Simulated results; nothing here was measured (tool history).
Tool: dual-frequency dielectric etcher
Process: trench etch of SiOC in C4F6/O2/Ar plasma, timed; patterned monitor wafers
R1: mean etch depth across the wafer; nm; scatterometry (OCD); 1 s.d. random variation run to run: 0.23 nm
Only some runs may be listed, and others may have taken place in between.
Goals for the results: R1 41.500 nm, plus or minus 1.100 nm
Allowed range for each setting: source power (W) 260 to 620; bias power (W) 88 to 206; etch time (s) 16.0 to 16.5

run 1 hour=0.0 | source_power_(W)=440 bias_power_(W)=147 etch_time_(s)=16.0 | R1=33.999
run 2 hour=8.9 | source_power_(W)=470 bias_power_(W)=147 etch_time_(s)=16.0 | R1=35.268
run 3 hour=11.0 | source_power_(W)=400 bias_power_(W)=147 etch_time_(s)=16.0 | R1=32.092
run 4 hour=14.2 | source_power_(W)=400 bias_power_(W)=147 etch_time_(s)=16.0 | R1=32.227
run 5 hour=22.3 | source_power_(W)=400 bias_power_(W)=147 etch_time_(s)=16.0 | R1=31.867
run 6 hour=29.2 | source_power_(W)=400 bias_power_(W)=162 etch_time_(s)=16.0 | R1=33.955
run 7 hour=30.6 | source_power_(W)=440 bias_power_(W)=164 etch_time_(s)=16.0 | R1=35.548
run 8 hour=35.5 | source_power_(W)=470 bias_power_(W)=166 etch_time_(s)=16.0 | R1=37.700
run 9 hour=42.0 | source_power_(W)=490 bias_power_(W)=167 etch_time_(s)=16.0 | R1=37.936
run 10 hour=44.8 | source_power_(W)=510 bias_power_(W)=168 etch_time_(s)=16.0 | R1=39.022
run 11 hour=47.0 | source_power_(W)=510 bias_power_(W)=168 etch_time_(s)=16.0 | R1=39.163
run 12 hour=54.2 | source_power_(W)=520 bias_power_(W)=169 etch_time_(s)=16.0 | R1=39.501
run 13 hour=61.7 | source_power_(W)=520 bias_power_(W)=169 etch_time_(s)=16.0 | R1=39.127
run 14 hour=66.9 | source_power_(W)=530 bias_power_(W)=170 etch_time_(s)=16.0 | R1=39.915
run 15 hour=69.5 | source_power_(W)=530 bias_power_(W)=170 etch_time_(s)=16.0 | R1=40.019

Of the 4 settings listed for the next run, only one would bring every result within its allowed miss of target. Which one?
run A hour=72.1 | source_power_(W)=510 bias_power_(W)=171 etch_time_(s)=16.0 | R1=?
run B hour=72.1 | source_power_(W)=500 bias_power_(W)=204 etch_time_(s)=16.0 | R1=?
run C hour=72.1 | source_power_(W)=540 bias_power_(W)=197 etch_time_(s)=16.5 | R1=?
run D hour=72.1 | source_power_(W)=540 bias_power_(W)=150 etch_time_(s)=16.0 | R1=?

move=A R1=39.489
move=B R1=42.085
move=C R1=44.478
move=D R1=38.494
A: misses by more than the last run did
B: hits every target within its allowed miss
C: pushes the last run's worst result past its target
D: misses by more than the last run did
B is the move that brings every result within its allowed miss.
